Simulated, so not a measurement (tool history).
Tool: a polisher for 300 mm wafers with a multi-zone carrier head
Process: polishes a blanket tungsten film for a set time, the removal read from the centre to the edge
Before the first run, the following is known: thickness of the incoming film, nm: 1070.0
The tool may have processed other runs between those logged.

run  hour  flow of slurry (ml/min)  pressure of the head's centre zone  pressure of the head's middle zone  pressure of the head's edge zone  abrasive content of the slurry  polishing time (s)  film removed at the wafer's centre (Å)  film removed at mid-radius (Å)  film removed at the wafer's edge (Å)
  1     0                      210                                   1                                   1                                 1                               1                  48                                  1890.9                          1841.8                                1856.8
  2   3.2                      210                                   1                                   1                                 1                               1                  52                                  2024.6                          1984.2                                1986.9
  3   7.1                      195                                0.96                                0.95                                 1                            0.85                  47                                  1719.6                          1655.1                                1746.3
  4   7.8                      195                                0.96                                0.91                                 1                            0.85                  47                                  1697.8                          1616.7                                1777.2
  5   8.9                      195                                0.96                                0.91                                 1                            0.75                  47                                  1685.9                          1592.2                                1708.4
  6  14.4                      195                                0.96                                0.91                                 1                             0.9                  47                                  1750.4                          1609.4                                1753.3
  7  20.9                      180                                0.93                                0.88                              1.01                             0.8                  43                                  1467.6                          1400.8                                1570.8
  8  22.2                      170                                0.92                                0.86                              1.03                            0.75                  40                                  1332.7                          1245.1                                1465.6
  9  23.5                      160                                0.91                                0.85                              1.03                             0.7                  38                                  1203.9                            1162                                1361.2
 10  31.9                      155                                0.91                                0.84                              1.04                            0.65                  37                                  1162.3                          1075.5                                1319.6

Expected results for the next run?
 11  36.9                      150                                 0.9                                0.83                              1.03                             0.6                  37                                       ?                               ?                                     ?

film removed at the wafer's centre (Å): 1123.5
film removed at mid-radius (Å): 1050.8
film removed at the wafer's edge (Å): 1275.1

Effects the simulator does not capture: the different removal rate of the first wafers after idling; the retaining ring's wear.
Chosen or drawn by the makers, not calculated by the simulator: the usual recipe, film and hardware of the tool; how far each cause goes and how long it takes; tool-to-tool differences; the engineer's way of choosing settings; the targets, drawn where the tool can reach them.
